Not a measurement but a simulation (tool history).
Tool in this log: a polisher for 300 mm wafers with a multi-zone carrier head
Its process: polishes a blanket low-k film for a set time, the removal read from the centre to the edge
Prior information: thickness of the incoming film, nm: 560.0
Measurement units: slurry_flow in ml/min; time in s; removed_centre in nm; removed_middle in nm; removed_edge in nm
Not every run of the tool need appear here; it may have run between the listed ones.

Run 1, hour 0.0: slurry_flow 240 ml/min, centre_zone 1.00, middle_zone 1.00, edge_zone 1.00, slurry_solids 1.00, time 70 s. Result: removed_centre 30.180 nm, removed_middle 28.370 nm, removed_edge 29.428 nm.
Run 2, hour 0.8: slurry_flow 240 ml/min, centre_zone 1.00, middle_zone 1.00, edge_zone 1.00, slurry_solids 1.20, time 70 s. Result: removed_centre 32.734 nm, removed_middle 30.802 nm, removed_edge 31.179 nm.
Run 3, hour 6.0: slurry_flow 240 ml/min, centre_zone 1.00, middle_zone 1.00, edge_zone 1.00, slurry_solids 1.20, time 57 s. Result: removed_centre 26.976 nm, removed_middle 24.348 nm, removed_edge 25.375 nm.
Run 4, hour 7.6: slurry_flow 245 ml/min, centre_zone 1.00, middle_zone 1.02, edge_zone 1.02, slurry_solids 1.25, time 62 s. Result: removed_centre 29.936 nm, removed_middle 27.449 nm, removed_edge 28.803 nm.
Run 5, hour 15.3: slurry_flow 245 ml/min, centre_zone 1.00, middle_zone 1.02, edge_zone 0.99, slurry_solids 1.25, time 62 s. Result: removed_centre 29.556 nm, removed_middle 27.687 nm, removed_edge 27.895 nm.
Run 6, hour 22.8: slurry_flow 245 ml/min, centre_zone 1.00, middle_zone 1.02, edge_zone 0.91, slurry_solids 1.25, time 62 s. Result: removed_centre 29.776 nm, removed_middle 27.500 nm, removed_edge 26.813 nm.
Run 7, hour 25.9: slurry_flow 250 ml/min, centre_zone 1.00, middle_zone 1.04, edge_zone 0.94, slurry_solids 1.30, time 67 s. Result: removed_centre 32.943 nm, removed_middle 30.584 nm, removed_edge 29.949 nm.
Run 8, hour 27.3: slurry_flow 245 ml/min, centre_zone 0.99, middle_zone 1.06, edge_zone 0.94, slurry_solids 1.35, time 72 s. Result: removed_centre 34.920 nm, removed_middle 34.208 nm, removed_edge 32.483 nm.
Run 9, hour 33.9: slurry_flow 245 ml/min, centre_zone 0.99, middle_zone 1.07, edge_zone 0.96, slurry_solids 1.40, time 76 s. Result: removed_centre 37.096 nm, removed_middle 37.051 nm, removed_edge 35.552 nm.
Run 10, hour 36.4: slurry_flow 250 ml/min, centre_zone 1.00, middle_zone 1.09, edge_zone 0.97, slurry_solids 1.40, time 79 s. Result: removed_centre 39.082 nm, removed_middle 39.125 nm, removed_edge 37.310 nm.
Run 11, hour 38.2: slurry_flow 250 ml/min, centre_zone 1.00, middle_zone 1.10, edge_zone 0.97, slurry_solids 1.40, time 82 s. Result: removed_centre 39.983 nm, removed_middle 41.137 nm, removed_edge 38.435 nm.
Run 12, hour 40.8: slurry_flow 255 ml/min, centre_zone 1.01, middle_zone 1.11, edge_zone 0.98, slurry_solids 1.40, time 84 s. Result: removed_centre 41.483 nm, removed_middle 41.781 nm, removed_edge 39.749 nm.
Run 13, hour 42.5: slurry_flow 255 ml/min, centre_zone 1.01, middle_zone 1.12, edge_zone 0.98, slurry_solids 1.40, time 86 s. Result: removed_centre 43.470 nm, removed_middle 43.090 nm, removed_edge 40.784 nm.
Run 14, hour 51.0: slurry_flow 255 ml/min, centre_zone 1.01, middle_zone 1.13, edge_zone 0.98, slurry_solids 1.40, time 88 s. Result: removed_centre 44.971 nm, removed_middle 44.675 nm, removed_edge 41.574 nm.
Run 15, hour 56.3: slurry_flow 255 ml/min, centre_zone 1.00, middle_zone 1.14, edge_zone 0.98, slurry_solids 1.40, time 89 s. Result: removed_centre 44.666 nm, removed_middle 46.432 nm, removed_edge 42.144 nm.

Run 16 has not been measured yet. What should we expect?
Run 16, hour 64.3: slurry_flow 255 ml/min, centre_zone 1.00, middle_zone 1.15, edge_zone 0.99, slurry_solids 1.40, time 90 s. Result: removed_centre ?, removed_middle ?, removed_edge ?.

removed_centre: 43.726 nm
removed_middle: 46.685 nm
removed_edge: 41.801 nm

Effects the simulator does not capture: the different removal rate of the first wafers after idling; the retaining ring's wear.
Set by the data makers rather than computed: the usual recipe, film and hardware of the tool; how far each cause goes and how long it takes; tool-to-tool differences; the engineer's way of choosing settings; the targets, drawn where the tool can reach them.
